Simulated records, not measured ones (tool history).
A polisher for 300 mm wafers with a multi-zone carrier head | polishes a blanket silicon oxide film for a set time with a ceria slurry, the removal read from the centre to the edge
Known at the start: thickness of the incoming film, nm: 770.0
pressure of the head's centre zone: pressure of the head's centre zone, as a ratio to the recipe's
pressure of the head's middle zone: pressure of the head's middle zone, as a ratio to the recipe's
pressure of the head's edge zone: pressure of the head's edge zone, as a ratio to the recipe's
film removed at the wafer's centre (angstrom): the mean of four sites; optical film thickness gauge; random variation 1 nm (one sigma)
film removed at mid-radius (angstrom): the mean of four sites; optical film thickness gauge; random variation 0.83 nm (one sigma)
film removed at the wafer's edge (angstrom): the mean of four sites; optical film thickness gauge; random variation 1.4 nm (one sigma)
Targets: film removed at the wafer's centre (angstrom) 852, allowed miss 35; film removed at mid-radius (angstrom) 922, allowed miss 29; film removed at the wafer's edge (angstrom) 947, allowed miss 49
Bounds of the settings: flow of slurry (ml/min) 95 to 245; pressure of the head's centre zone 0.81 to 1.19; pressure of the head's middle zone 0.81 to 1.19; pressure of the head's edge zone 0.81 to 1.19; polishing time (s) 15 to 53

run,hour,flow of slurry (ml/min),pressure of the head's centre zone,pressure of the head's middle zone,pressure of the head's edge zone,polishing time (s),film removed at the wafer's centre (angstrom),film removed at mid-radius (angstrom),film removed at the wafer's edge (angstrom)
1,0,155,1,1,1,34,1303,1321.3,1327.7
2,5.2,150,0.97,0.98,0.97,32,1203.8,1226.1,1226.8
3,9,150,0.97,0.94,0.97,32,1199.3,1161.5,1237.2
4,16,145,0.94,0.94,0.95,30,1086.8,1095.3,1134.2
5,22.2,145,0.94,0.94,1.01,30,1069.9,1082.4,1186.3
6,29.7,140,0.91,0.93,0.98,29,1012.1,1040.6,1107.5
7,33.9,135,0.89,0.92,0.96,28,952.9,982.11,1065.5
8,36.3,130,0.88,0.92,0.94,28,934.5,986.63,1043.7

4 next moves are on the table. One of them brings every result within its allowed miss. Which?
A,38.7,170,0.84,0.91,0.87,25,?,?,?
B,38.7,150,0.97,0.87,0.92,25,?,?,?
C,38.7,125,0.82,0.93,0.98,25,?,?,?
D,38.7,135,0.97,0.92,0.85,26,?,?,?

move,film removed at the wafer's centre (angstrom),film removed at mid-radius (angstrom),film removed at the wafer's edge (angstrom)
A,868.56,925.12,929.71
B,951.6,872.37,937.4
C,800.97,891.39,938.75
D,968.75,932.25,930.46
A: meets every target
B: further off than the last run
C: takes the result that was furthest off past its target
D: further off than the last run
Answer: A
